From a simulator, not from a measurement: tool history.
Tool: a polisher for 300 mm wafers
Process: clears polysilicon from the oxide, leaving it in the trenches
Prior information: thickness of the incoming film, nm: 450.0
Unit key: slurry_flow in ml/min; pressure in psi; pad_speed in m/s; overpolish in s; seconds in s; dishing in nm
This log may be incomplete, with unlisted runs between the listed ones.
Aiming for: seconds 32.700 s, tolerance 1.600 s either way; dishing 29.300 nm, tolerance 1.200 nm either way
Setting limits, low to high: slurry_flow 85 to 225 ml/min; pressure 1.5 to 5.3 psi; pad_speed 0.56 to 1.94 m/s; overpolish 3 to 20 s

run  hour  slurry_flow  pressure  pad_speed  overpolish  seconds  dishing
  1   0.0          145       3.4       1.24          10   22.526   45.963
  2   8.5          150       3.1       1.22           8   25.461   44.858
  3  11.0          170       3.1       1.22           8   24.909   45.418
  4  13.4          170       2.2       1.22           8   31.948   43.674
  5  18.7          200       2.2       1.22           8   30.535   43.391
  6  19.4          205       2.0       1.26           7   32.467   41.418
  7  21.0          210       1.9       1.34           6   31.014   40.316
  8  23.3          210       1.9       1.34           6   30.945   40.461
  9  25.6          215       1.8       1.38           5   31.910   38.581
 10  32.9          215       1.8       1.38           5   31.415   37.322
 11  38.4          220       1.7       1.42           4   30.668   34.292

Of the 5 settings listed for the next run, only one would bring every result within its allowed miss of target. Which one?
  A  43.9          225       1.8       1.54           4        ?        ?
  B  43.9          170       1.5       1.76           3        ?        ?
  C  43.9          225       1.7       1.38           5        ?        ?
  D  43.9          215       1.9       1.46           3        ?        ?
  E  43.9          195       1.5       1.52           3        ?        ?

move  seconds  dishing
   A   27.255   37.495
   B   27.857   32.415
   C   31.274   38.774
   D   27.801   32.450
   E   31.383   30.355
A: the biggest miss grows against the last run
B: better than the last run, though not everything is in spec
C: the biggest miss grows against the last run
D: better than the last run, though not everything is in spec
E: every result lands within tolerance
Answer: E
